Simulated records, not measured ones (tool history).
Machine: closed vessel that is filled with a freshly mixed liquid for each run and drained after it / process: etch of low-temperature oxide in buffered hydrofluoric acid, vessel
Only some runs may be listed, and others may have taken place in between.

run  hour  temperature setpoint of the liquid (°C)  parts of 40 % ammonium fluoride to one part of 49 % hydrofluoric acid (parts by volume)  time in the liquid (s)  thickness taken off the low-temperature oxide on a monitor wafer (Å)
  1   0.0                                     24.0                                                                                       12                     105                                                                5959.9
  2   5.4                                     24.0                                                                                       12                     105                                                                5940.9
  3   9.1                                     25.5                                                                                       12                     105                                                                6431.3
  4  13.8                                     28.5                                                                                       12                     105                                                                7617.7
  5  14.4                                     28.5                                                                                       12                     105                                                                7597.1
  6  19.1                                     25.5                                                                                       12                     105                                                                6414.7
  7  25.2                                     27.0                                                                                       12                     105                                                                6926.0

The next listed run, before its measurement:
  8  27.3                                     28.0                                                                                       12                     105                                                                     ?

{"run 8": {"thickness taken off the low-temperature oxide on a monitor wafer (Å)": 7450.6}}

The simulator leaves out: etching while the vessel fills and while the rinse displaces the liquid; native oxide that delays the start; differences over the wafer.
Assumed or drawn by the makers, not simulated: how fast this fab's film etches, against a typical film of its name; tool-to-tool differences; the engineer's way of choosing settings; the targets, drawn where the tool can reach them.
